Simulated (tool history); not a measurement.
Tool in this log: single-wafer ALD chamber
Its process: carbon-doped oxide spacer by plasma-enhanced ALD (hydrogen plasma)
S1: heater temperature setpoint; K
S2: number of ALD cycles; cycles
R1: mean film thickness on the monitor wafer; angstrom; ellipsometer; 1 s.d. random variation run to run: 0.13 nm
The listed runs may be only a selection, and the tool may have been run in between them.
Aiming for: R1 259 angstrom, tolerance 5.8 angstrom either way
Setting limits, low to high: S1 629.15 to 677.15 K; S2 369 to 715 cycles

run    day      S1   S2      R1
  1      0  653.15  542  287.72
  2  0.138  653.15  603  317.88
  3  0.454  653.15  543  288.13
  4  0.525  653.15  521  277.97
  5  0.671  659.15  521  276.27
  6  0.833  663.15  521  274.93
  7  0.988  663.15  509  269.14
  8  1.088  663.15  501  264.75

Below are 5 possible settings for the next run. Only one of them brings all results inside the allowed miss of their targets. Which is it?
  A  1.188  663.15  489   ?
  B  1.188  659.15  527   ?
  C  1.188  658.15  513   ?
  D  1.188  665.15  511   ?
  E  1.188  651.15  527   ?

move      R1
   A  259.62
   B  279.79
   C  272.36
   D   271.3
   E  279.79
A: meets every target
B: misses by more than the last run did
C: misses by more than the last run did
D: misses by more than the last run did
E: misses by more than the last run did
A meets every target.
